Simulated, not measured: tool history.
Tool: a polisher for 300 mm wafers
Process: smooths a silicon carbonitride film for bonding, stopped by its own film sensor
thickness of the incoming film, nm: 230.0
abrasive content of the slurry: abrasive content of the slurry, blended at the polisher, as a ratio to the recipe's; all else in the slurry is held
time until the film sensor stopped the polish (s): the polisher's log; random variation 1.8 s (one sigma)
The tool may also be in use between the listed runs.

run	hour	flow of slurry (ml/min)	pressure of the wafer on the pad (psi)	speed of the pad under the wafer (m/s)	abrasive content of the slurry	target thickness at which the film sensor stops the polish (nm)	time until the film sensor stopped the polish (s)
1	0	175	1.7	0.78	1	217	87.4
2	7.5	175	1.7	0.78	1.15	217	81.335
3	11.5	205	1.7	0.78	1.15	217	78.687
4	16.8	245	1.7	0.78	1.15	217	78.245
5	17.8	245	1.4	0.74	1.15	217	97.792
6	26.4	245	1.4	0.74	1.15	217	97.367
7	31.3	245	1.2	0.72	1.15	217	115.97

Forecast run 8:
8	32.5	245	1.1	0.72	1.15	217	?

Run 8 gave time until the film sensor stopped the polish (s) 124.08.
